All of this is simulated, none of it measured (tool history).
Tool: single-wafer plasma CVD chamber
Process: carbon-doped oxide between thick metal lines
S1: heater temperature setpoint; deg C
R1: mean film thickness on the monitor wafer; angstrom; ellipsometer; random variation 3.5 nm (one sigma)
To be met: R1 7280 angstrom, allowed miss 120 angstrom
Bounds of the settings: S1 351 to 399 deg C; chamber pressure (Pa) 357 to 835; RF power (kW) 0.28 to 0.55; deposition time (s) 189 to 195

{"run": 1, "hour": 0.0, "S1": 375, "chamber pressure (Pa)": 596, "RF power (kW)": 0.415, "deposition time (s)": 189, "R1": 8425.3}
{"run": 2, "hour": 7.5, "S1": 375, "chamber pressure (Pa)": 596, "RF power (kW)": 0.415, "deposition time (s)": 195, "R1": 8703.9}
{"run": 3, "hour": 13.3, "S1": 375, "chamber pressure (Pa)": 596, "RF power (kW)": 0.415, "deposition time (s)": 195, "R1": 8664.6}
{"run": 4, "hour": 17.6, "S1": 375, "chamber pressure (Pa)": 596, "RF power (kW)": 0.415, "deposition time (s)": 189, "R1": 8425.7}
{"run": 5, "hour": 20.0, "S1": 375, "chamber pressure (Pa)": 596, "RF power (kW)": 0.46, "deposition time (s)": 189, "R1": 9160.5}
{"run": 6, "hour": 26.1, "S1": 375, "chamber pressure (Pa)": 596, "RF power (kW)": 0.46, "deposition time (s)": 195, "R1": 9607.1}
{"run": 7, "hour": 32.5, "S1": 376, "chamber pressure (Pa)": 567, "RF power (kW)": 0.445, "deposition time (s)": 195, "R1": 9298.6}
{"run": 8, "hour": 36.0, "S1": 376, "chamber pressure (Pa)": 567, "RF power (kW)": 0.445, "deposition time (s)": 195, "R1": 9238.9}
{"run": 9, "hour": 37.8, "S1": 376, "chamber pressure (Pa)": 563, "RF power (kW)": 0.43, "deposition time (s)": 195, "R1": 8976.9}

Which of these 4 next moves meets every target?
{"run": "A", "hour": 39.6, "S1": 373, "chamber pressure (Pa)": 567, "RF power (kW)": 0.36, "deposition time (s)": 189, "R1": "?"}
{"run": "B", "hour": 39.6, "S1": 380, "chamber pressure (Pa)": 571, "RF power (kW)": 0.34, "deposition time (s)": 189, "R1": "?"}
{"run": "C", "hour": 39.6, "S1": 369, "chamber pressure (Pa)": 559, "RF power (kW)": 0.48, "deposition time (s)": 195, "R1": "?"}
{"run": "D", "hour": 39.6, "S1": 380, "chamber pressure (Pa)": 513, "RF power (kW)": 0.4, "deposition time (s)": 189, "R1": "?"}

move=A R1=7267.3
move=B R1=6732.4
move=C R1=9930.7
move=D R1=7890.9
A: meets every target
B: takes the result that was furthest off past its target
C: further off than the last run
D: nearer than the last run, and not there yet
Move A is the one to make.

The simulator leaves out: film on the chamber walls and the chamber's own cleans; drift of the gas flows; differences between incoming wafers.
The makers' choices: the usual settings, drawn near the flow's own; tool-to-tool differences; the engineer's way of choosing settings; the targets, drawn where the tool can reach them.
